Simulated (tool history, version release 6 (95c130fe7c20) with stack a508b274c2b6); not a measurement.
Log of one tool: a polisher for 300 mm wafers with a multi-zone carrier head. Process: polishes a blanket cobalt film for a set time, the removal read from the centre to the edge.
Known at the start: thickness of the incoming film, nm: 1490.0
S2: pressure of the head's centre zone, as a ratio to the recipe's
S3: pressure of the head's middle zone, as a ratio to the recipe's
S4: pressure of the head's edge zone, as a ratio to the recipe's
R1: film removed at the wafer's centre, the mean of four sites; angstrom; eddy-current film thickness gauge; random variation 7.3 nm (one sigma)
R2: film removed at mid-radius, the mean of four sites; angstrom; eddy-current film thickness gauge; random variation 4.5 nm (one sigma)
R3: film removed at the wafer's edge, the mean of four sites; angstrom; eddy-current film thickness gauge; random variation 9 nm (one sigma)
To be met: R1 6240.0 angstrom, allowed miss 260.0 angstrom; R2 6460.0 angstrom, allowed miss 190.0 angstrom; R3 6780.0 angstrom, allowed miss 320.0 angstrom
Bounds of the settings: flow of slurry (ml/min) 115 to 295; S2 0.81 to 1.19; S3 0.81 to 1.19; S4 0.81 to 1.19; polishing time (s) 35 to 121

{"run": 1, "hour": 0.0, "flow of slurry (ml/min)": 190, "S2": 1.0, "S3": 1.0, "S4": 1.0, "polishing time (s)": 78, "R1": 5310.3, "R2": 5514.6, "R3": 5526.7}
{"run": 2, "hour": 2.6, "flow of slurry (ml/min)": 190, "S2": 1.05, "S3": 1.0, "S4": 1.0, "polishing time (s)": 78, "R1": 5635.5, "R2": 5479.4, "R3": 5437.7}
{"run": 3, "hour": 6.0, "flow of slurry (ml/min)": 190, "S2": 0.99, "S3": 1.0, "S4": 1.0, "polishing time (s)": 78, "R1": 5348.5, "R2": 5537.8, "R3": 5427.8}
{"run": 4, "hour": 8.7, "flow of slurry (ml/min)": 195, "S2": 0.99, "S3": 1.0, "S4": 1.02, "polishing time (s)": 79, "R1": 5451.7, "R2": 5588.0, "R3": 5566.6}
{"run": 5, "hour": 15.9, "flow of slurry (ml/min)": 195, "S2": 0.98, "S3": 1.0, "S4": 1.03, "polishing time (s)": 81, "R1": 5460.2, "R2": 5722.1, "R3": 5699.3}
{"run": 6, "hour": 21.6, "flow of slurry (ml/min)": 195, "S2": 0.98, "S3": 1.0, "S4": 1.04, "polishing time (s)": 83, "R1": 5655.6, "R2": 5831.8, "R3": 5785.4}
{"run": 7, "hour": 28.8, "flow of slurry (ml/min)": 195, "S2": 0.97, "S3": 0.99, "S4": 1.04, "polishing time (s)": 85, "R1": 5667.2, "R2": 5975.6, "R3": 5842.7}
{"run": 8, "hour": 36.2, "flow of slurry (ml/min)": 195, "S2": 0.97, "S3": 0.98, "S4": 1.06, "polishing time (s)": 87, "R1": 5775.2, "R2": 6068.9, "R3": 6110.1}
{"run": 9, "hour": 38.3, "flow of slurry (ml/min)": 195, "S2": 0.97, "S3": 0.98, "S4": 1.06, "polishing time (s)": 87, "R1": 5950.4, "R2": 6039.8, "R3": 6287.9}
{"run": 10, "hour": 40.0, "flow of slurry (ml/min)": 195, "S2": 0.97, "S3": 0.98, "S4": 1.07, "polishing time (s)": 87, "R1": 5816.9, "R2": 6094.6, "R3": 6305.4}
{"run": 11, "hour": 48.0, "flow of slurry (ml/min)": 200, "S2": 0.97, "S3": 0.98, "S4": 1.08, "polishing time (s)": 87, "R1": 5950.4, "R2": 6102.1, "R3": 6271.1}
{"run": 12, "hour": 49.8, "flow of slurry (ml/min)": 200, "S2": 0.97, "S3": 0.98, "S4": 1.09, "polishing time (s)": 87, "R1": 5859.3, "R2": 6117.6, "R3": 6327.5}
{"run": 13, "hour": 54.4, "flow of slurry (ml/min)": 205, "S2": 0.97, "S3": 0.98, "S4": 1.1, "polishing time (s)": 87, "R1": 5999.8, "R2": 6079.1, "R3": 6392.4}
{"run": 14, "hour": 62.0, "flow of slurry (ml/min)": 205, "S2": 0.97, "S3": 0.99, "S4": 1.11, "polishing time (s)": 87, "R1": 5970.7, "R2": 6155.1, "R3": 6368.6}
{"run": 15, "hour": 67.0, "flow of slurry (ml/min)": 205, "S2": 0.97, "S3": 0.99, "S4": 1.12, "polishing time (s)": 87, "R1": 5951.5, "R2": 6157.2, "R3": 6319.2}
{"run": 16, "hour": 72.6, "flow of slurry (ml/min)": 205, "S2": 0.97, "S3": 0.99, "S4": 1.12, "polishing time (s)": 88, "R1": 5921.7, "R2": 6240.1, "R3": 6386.0}

4 next moves are on the table. One of them brings every result within its allowed miss. Which?
{"run": "A", "hour": 78.2, "flow of slurry (ml/min)": 235, "S2": 1.12, "S3": 1.12, "S4": 1.03, "polishing time (s)": 79, "R1": "?", "R2": "?", "R3": "?"}
{"run": "B", "hour": 78.2, "flow of slurry (ml/min)": 230, "S2": 0.89, "S3": 0.98, "S4": 1.09, "polishing time (s)": 89, "R1": "?", "R2": "?", "R3": "?"}
{"run": "C", "hour": 78.2, "flow of slurry (ml/min)": 180, "S2": 0.91, "S3": 0.97, "S4": 1.13, "polishing time (s)": 89, "R1": "?", "R2": "?", "R3": "?"}
{"run": "D", "hour": 78.2, "flow of slurry (ml/min)": 190, "S2": 0.93, "S3": 0.94, "S4": 1.03, "polishing time (s)": 97, "R1": "?", "R2": "?", "R3": "?"}

move=A R1=6340.4 R2=6339.6 R3=5601.9
move=B R1=5642.7 R2=6364.7 R3=6489.4
move=C R1=5532.0 R2=6075.0 R3=6428.0
move=D R1=6225.9 R2=6509.4 R3=6736.3
A: further off than the last run
B: brings the result that was furthest off to its target, and leaves another outside
C: further off than the last run
D: meets every target
The right move is D.

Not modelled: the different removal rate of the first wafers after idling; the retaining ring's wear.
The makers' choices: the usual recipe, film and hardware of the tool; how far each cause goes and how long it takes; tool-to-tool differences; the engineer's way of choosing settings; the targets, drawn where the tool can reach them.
